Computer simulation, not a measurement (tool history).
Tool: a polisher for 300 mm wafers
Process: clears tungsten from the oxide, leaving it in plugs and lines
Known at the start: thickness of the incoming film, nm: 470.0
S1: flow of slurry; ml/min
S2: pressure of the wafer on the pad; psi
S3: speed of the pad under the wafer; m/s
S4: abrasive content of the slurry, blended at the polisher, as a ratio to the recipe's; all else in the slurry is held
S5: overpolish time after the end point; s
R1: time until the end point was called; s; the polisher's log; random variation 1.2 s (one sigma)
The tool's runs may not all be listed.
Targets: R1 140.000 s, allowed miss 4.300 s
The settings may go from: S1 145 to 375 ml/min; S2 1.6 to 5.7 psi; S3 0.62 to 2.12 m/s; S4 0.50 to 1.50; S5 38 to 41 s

run,hour,S1,S2,S3,S4,S5,R1
1,0.0,240,3.6,1.36,1.00,38,73.062
2,3.0,240,3.6,1.36,1.00,38,73.529
3,9.7,240,3.1,1.34,1.00,38,85.982
4,16.3,240,2.8,1.34,1.00,38,95.350
5,17.3,240,2.5,1.34,1.00,38,105.050
6,24.8,240,2.5,1.34,0.80,38,109.800
7,29.9,240,2.3,1.34,0.80,38,119.680
8,32.3,240,2.2,1.34,0.80,38,125.220
9,33.4,240,2.1,1.34,0.80,38,129.650

Which of these 5 next moves meets every target?
A,34.5,265,2.2,1.36,0.85,41,?
B,34.5,315,2.0,1.14,0.90,38,?
C,34.5,240,2.2,1.18,0.85,38,?
D,34.5,170,2.6,1.36,0.65,39,?
E,34.5,250,2.3,1.18,0.85,38,?

move,R1
A,119.850
B,150.920
C,138.880
D,114.730
E,132.470
A: further off than the last run
B: takes the result that was furthest off past its target
C: meets every target
D: further off than the last run
E: nearer than the last run, and not there yet
Answer: C

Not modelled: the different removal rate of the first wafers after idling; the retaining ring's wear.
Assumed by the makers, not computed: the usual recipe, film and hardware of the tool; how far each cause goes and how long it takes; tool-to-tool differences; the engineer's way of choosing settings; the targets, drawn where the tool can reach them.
